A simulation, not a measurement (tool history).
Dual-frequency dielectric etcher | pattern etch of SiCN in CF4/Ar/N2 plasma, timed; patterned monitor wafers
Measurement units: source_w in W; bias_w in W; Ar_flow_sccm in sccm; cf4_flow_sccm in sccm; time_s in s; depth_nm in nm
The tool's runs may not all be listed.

run  hour  source_w  bias_w  Ar_flow_sccm  cf4_flow_sccm  time_s  depth_nm
  1     0       460      93           113             67   137.5    129.84
  2   5.3       440      93           113             67   137.5    125.92
  3  12.3       440     107           113             67   137.5    133.22
  4  12.9       440     107           113             67     143    137.67
  5    19       440     107           113             67     143    138.37
  6    25       410     106           113             67     143    130.14
  7  32.5       410     106           113             67     143    130.32
  8  33.9       390     106           113             67     143    125.44
  9  38.3       380     106           113             67     143     122.7

For run 10, what comes out?
 10  43.1       370     106           113             67     143         ?

For run 10 the tool returned depth_nm 121.01 nm.
